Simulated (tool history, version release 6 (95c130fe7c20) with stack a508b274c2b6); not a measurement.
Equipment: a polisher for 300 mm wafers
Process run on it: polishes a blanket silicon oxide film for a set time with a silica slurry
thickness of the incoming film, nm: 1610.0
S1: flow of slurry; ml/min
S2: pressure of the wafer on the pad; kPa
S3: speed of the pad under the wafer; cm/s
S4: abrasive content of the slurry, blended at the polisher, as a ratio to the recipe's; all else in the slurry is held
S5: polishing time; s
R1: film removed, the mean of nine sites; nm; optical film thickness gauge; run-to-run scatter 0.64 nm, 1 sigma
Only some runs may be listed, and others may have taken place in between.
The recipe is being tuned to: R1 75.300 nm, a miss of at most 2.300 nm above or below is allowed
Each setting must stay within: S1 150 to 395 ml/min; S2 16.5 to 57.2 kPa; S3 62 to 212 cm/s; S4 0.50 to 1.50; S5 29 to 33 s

run 1 day=0.000 | S1=250 S2=36.5 S3=136 S4=1.00 S5=33 | R1=161.300
run 2 day=0.200 | S1=250 S2=33.1 S3=130 S4=1.00 S5=33 | R1=145.650
run 3 day=0.383 | S1=250 S2=33.1 S3=130 S4=0.90 S5=33 | R1=135.260
run 4 day=0.658 | S1=250 S2=30.3 S3=126 S4=0.90 S5=33 | R1=125.900
run 5 day=0.725 | S1=250 S2=30.3 S3=126 S4=0.90 S5=29 | R1=110.260
run 6 day=1.033 | S1=250 S2=30.3 S3=108 S4=0.90 S5=29 | R1=98.137
run 7 day=1.367 | S1=250 S2=28.3 S3=108 S4=0.90 S5=29 | R1=91.658
run 8 day=1.554 | S1=250 S2=28.3 S3=108 S4=0.90 S5=29 | R1=91.673
run 9 day=1.921 | S1=250 S2=26.9 S3=108 S4=0.90 S5=29 | R1=88.125
run 10 day=2.154 | S1=250 S2=26.2 S3=108 S4=0.90 S5=29 | R1=88.040
run 11 day=2.288 | S1=250 S2=25.5 S3=108 S4=0.90 S5=29 | R1=86.251
run 12 day=2.596 | S1=250 S2=25.5 S3=108 S4=0.90 S5=29 | R1=86.379

Exactly one of the 5 candidate moves below puts every result within its allowed miss. Which one?
run A day=2.904 | S1=255 S2=16.5 S3=98 S4=1.30 S5=31 | R1=?
run B day=2.904 | S1=240 S2=29.0 S3=120 S4=0.90 S5=32 | R1=?
run C day=2.904 | S1=290 S2=26.2 S3=100 S4=0.90 S5=29 | R1=?
run D day=2.904 | S1=285 S2=31.0 S3=94 S4=0.75 S5=32 | R1=?
run E day=2.904 | S1=255 S2=33.1 S3=100 S4=0.75 S5=33 | R1=?

move=A R1=75.123
move=B R1=112.080
move=C R1=83.539
move=D R1=90.660
move=E R1=101.780
A: each result inside its tolerance
B: the biggest miss grows against the last run
C: gains on the last run, yet a result remains outside its allowed miss
D: the biggest miss grows against the last run
E: the biggest miss grows against the last run
Move A is the one to make.

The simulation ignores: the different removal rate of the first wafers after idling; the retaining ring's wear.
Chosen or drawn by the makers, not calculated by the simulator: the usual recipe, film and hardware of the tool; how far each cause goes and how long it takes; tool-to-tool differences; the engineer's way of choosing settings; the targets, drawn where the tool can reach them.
